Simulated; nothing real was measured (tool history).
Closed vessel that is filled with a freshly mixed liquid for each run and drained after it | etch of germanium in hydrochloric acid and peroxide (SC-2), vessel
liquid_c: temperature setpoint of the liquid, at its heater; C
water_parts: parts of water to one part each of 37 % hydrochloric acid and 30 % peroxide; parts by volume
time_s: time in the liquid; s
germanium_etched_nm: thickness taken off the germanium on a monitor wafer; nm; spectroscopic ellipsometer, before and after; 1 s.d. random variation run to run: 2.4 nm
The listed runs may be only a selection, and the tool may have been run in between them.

run  hour  liquid_c  water_parts  time_s  germanium_etched_nm
  1     0        60          7.5     100               227.07
  2   2.8        60          9.5     100               222.01
  3   3.3      63.5          9.5     100               244.79
  4   5.5      63.5         11.5     100               235.91
  5  11.8        58         11.5     100               205.84
  6  13.2      60.5         11.5     100               219.65

Forecast run 7:
  7  20.3      62.5         11.5     100                    ?

Run 7 came out at germanium_etched_nm 232.99 nm.
